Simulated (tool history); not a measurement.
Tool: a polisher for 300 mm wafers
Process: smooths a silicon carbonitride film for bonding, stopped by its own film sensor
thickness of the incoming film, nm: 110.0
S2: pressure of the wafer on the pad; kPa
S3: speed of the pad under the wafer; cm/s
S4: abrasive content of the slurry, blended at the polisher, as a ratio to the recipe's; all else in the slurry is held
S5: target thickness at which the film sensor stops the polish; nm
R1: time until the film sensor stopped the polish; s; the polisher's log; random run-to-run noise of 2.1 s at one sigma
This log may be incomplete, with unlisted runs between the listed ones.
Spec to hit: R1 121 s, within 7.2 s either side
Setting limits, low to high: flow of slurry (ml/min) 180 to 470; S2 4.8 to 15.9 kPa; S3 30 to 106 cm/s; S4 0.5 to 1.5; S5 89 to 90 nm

Run 1, day 0: flow of slurry (ml/min) 300, S2 10.3 kPa, S3 68 cm/s, S4 1, S5 90 nm. Result: R1 155.33 s.
Run 2, day 0.054: flow of slurry (ml/min) 300, S2 11 kPa, S3 68 cm/s, S4 1, S5 90 nm. Result: R1 142.23 s.
Run 3, day 0.154: flow of slurry (ml/min) 300, S2 11.7 kPa, S3 68 cm/s, S4 1, S5 90 nm. Result: R1 133.99 s.
Run 4, day 0.283: flow of slurry (ml/min) 300, S2 11.7 kPa, S3 62 cm/s, S4 1, S5 90 nm. Result: R1 140.47 s.
Run 5, day 0.579: flow of slurry (ml/min) 300, S2 12.4 kPa, S3 62 cm/s, S4 1, S5 90 nm. Result: R1 133.27 s.
Run 6, day 0.862: flow of slurry (ml/min) 300, S2 12.4 kPa, S3 62 cm/s, S4 1, S5 89 nm. Result: R1 138.81 s.
Run 7, day 1.038: flow of slurry (ml/min) 300, S2 13.1 kPa, S3 62 cm/s, S4 1, S5 89 nm. Result: R1 137.18 s.
Run 8, day 1.308: flow of slurry (ml/min) 300, S2 13.1 kPa, S3 62 cm/s, S4 1, S5 89 nm. Result: R1 130.73 s.

Pick the move, out of 5, that brings all results within their allowed miss; only one does.
Run A, day 1.579: flow of slurry (ml/min) 400, S2 14.5 kPa, S3 80 cm/s, S4 0.95, S5 89 nm. Result: R1 ?.
Run B, day 1.579: flow of slurry (ml/min) 215, S2 13.8 kPa, S3 62 cm/s, S4 0.8, S5 90 nm. Result: R1 ?.
Run C, day 1.579: flow of slurry (ml/min) 315, S2 15.2 kPa, S3 68 cm/s, S4 0.9, S5 90 nm. Result: R1 ?.
Run D, day 1.579: flow of slurry (ml/min) 275, S2 13.1 kPa, S3 72 cm/s, S4 1, S5 89 nm. Result: R1 ?.
Run E, day 1.579: flow of slurry (ml/min) 285, S2 12.4 kPa, S3 52 cm/s, S4 1, S5 90 nm. Result: R1 ?.

move      R1
   A  103.59
   B   142.3
   C  110.03
   D  123.87
   E  153.21
A: carries the result that was furthest off beyond its target, to the other side
B: moves away from the targets compared with the last run
C: carries the result that was furthest off beyond its target, to the other side
D: every result lands within tolerance
E: moves away from the targets compared with the last run
So the answer is move D, the one that meets all the targets.
